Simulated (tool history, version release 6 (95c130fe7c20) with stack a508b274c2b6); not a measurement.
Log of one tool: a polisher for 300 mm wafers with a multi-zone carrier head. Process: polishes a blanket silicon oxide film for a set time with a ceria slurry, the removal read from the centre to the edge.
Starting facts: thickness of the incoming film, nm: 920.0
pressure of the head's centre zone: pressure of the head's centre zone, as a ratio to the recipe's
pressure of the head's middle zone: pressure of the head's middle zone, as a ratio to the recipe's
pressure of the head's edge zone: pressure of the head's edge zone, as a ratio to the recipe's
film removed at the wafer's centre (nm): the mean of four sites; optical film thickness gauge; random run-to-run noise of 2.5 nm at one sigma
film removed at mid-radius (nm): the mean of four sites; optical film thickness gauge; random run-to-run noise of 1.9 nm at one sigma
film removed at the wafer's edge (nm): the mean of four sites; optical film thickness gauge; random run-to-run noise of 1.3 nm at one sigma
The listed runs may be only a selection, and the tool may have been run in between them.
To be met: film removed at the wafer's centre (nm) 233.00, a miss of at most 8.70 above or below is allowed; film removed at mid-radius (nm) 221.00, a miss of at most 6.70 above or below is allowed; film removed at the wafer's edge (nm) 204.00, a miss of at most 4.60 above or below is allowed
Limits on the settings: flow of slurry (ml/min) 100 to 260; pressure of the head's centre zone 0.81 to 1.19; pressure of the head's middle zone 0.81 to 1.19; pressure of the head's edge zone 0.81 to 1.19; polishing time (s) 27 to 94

run,hour,flow of slurry (ml/min),pressure of the head's centre zone,pressure of the head's middle zone,pressure of the head's edge zone,polishing time (s),film removed at the wafer's centre (nm),film removed at mid-radius (nm),film removed at the wafer's edge (nm)
1,0.0,165,1.00,1.00,1.00,60,270.05,292.14,292.58
2,1.1,165,1.00,1.00,1.00,48,214.27,235.52,234.57
3,7.0,195,1.00,1.00,1.00,48,228.86,241.15,241.51
4,7.8,165,1.00,1.00,1.00,48,218.53,235.40,235.09
5,13.6,165,1.00,1.00,1.00,63,296.20,306.35,308.42
6,16.3,165,0.97,1.00,1.00,63,277.21,310.97,308.28
# hour 18.6: centre zone pressure recalibrated
7,18.6,165,0.97,1.00,1.00,63,299.27,309.37,309.81
8,27.0,150,1.06,0.99,0.90,46,234.00,217.30,213.88
9,27.5,145,1.06,1.00,0.89,46,225.89,214.59,210.07
10,36.3,145,1.07,1.01,0.88,46,230.85,222.68,209.61

Exactly one of the 4 candidate moves below puts every result within its allowed miss. Which one?
A,45.1,155,1.04,1.02,0.93,46,?,?,?
B,45.1,145,1.06,1.00,0.81,46,?,?,?
C,45.1,140,1.06,1.02,0.98,46,?,?,?
D,45.1,205,1.05,1.01,0.96,44,?,?,?

move,film removed at the wafer's centre (nm),film removed at mid-radius (nm),film removed at the wafer's edge (nm)
A,230.83,228.76,216.44
B,231.52,221.80,203.06
C,229.47,223.71,217.68
D,235.53,227.85,217.40
A: further off than the last run
B: meets every target
C: further off than the last run
D: further off than the last run
Correct choice: B, which meets every target
